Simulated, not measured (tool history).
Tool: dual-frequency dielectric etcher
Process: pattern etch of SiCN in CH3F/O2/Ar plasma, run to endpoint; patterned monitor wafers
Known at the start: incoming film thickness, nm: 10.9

run	hour	source power (W)	bias power (W)	endpoint time (s)
1	0	310	102	29.051
2	6.5	330	106	28.088
3	11.1	350	110	27.075
4	14.8	350	103	27.74
5	20.6	330	103	28.569
6	28.1	280	103	30.421

Run 7 comes next. What will it give?
7	30.3	310	106	?

{"run 7": {"endpoint time (s)": 29.097}}

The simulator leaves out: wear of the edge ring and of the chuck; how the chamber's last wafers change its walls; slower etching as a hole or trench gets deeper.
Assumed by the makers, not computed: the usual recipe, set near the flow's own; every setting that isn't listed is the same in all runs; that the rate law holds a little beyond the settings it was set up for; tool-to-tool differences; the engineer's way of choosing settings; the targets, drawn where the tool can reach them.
